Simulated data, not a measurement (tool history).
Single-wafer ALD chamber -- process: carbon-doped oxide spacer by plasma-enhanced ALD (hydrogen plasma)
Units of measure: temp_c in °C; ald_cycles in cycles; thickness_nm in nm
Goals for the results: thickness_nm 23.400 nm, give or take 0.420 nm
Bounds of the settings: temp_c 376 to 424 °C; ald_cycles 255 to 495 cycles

{"run": 1, "day": 0.0, "temp_c": 400, "ald_cycles": 375, "thickness_nm": 18.708}
{"run": 2, "day": 0.096, "temp_c": 392, "ald_cycles": 375, "thickness_nm": 18.775}
{"run": 3, "day": 0.467, "temp_c": 399, "ald_cycles": 375, "thickness_nm": 18.559}
{"run": 4, "day": 0.75, "temp_c": 395, "ald_cycles": 375, "thickness_nm": 18.766}
{"run": 5, "day": 0.904, "temp_c": 399, "ald_cycles": 375, "thickness_nm": 18.653}
{"run": 6, "day": 0.988, "temp_c": 399, "ald_cycles": 391, "thickness_nm": 19.609}
{"run": 7, "day": 1.208, "temp_c": 399, "ald_cycles": 402, "thickness_nm": 20.152}
{"run": 8, "day": 1.512, "temp_c": 399, "ald_cycles": 412, "thickness_nm": 20.561}
{"day": 1.721, "done": "thermocouple changed; heater temperature recalibrated"}
{"run": 9, "day": 1.721, "temp_c": 399, "ald_cycles": 422, "thickness_nm": 20.988}
{"run": 10, "day": 1.862, "temp_c": 399, "ald_cycles": 431, "thickness_nm": 21.584}

5 candidate next runs follow, results not yet known. Just one meets every target within its allowed miss. Identify it.
{"run": "A", "day": 2.004, "temp_c": 399, "ald_cycles": 452, "thickness_nm": "?"}
{"run": "B", "day": 2.004, "temp_c": 404, "ald_cycles": 495, "thickness_nm": "?"}
{"run": "C", "day": 2.004, "temp_c": 402, "ald_cycles": 471, "thickness_nm": "?"}
{"run": "D", "day": 2.004, "temp_c": 401, "ald_cycles": 494, "thickness_nm": "?"}
{"run": "E", "day": 2.004, "temp_c": 394, "ald_cycles": 492, "thickness_nm": "?"}

move=A thickness_nm=22.655
move=B thickness_nm=24.489
move=C thickness_nm=23.455
move=D thickness_nm=24.680
move=E thickness_nm=24.660
A: closer than the last run, but not yet in spec
B: takes the result that was furthest off past its target
C: hits every target within its allowed miss
D: takes the result that was furthest off past its target
E: takes the result that was furthest off past its target
Move C is the one to make.
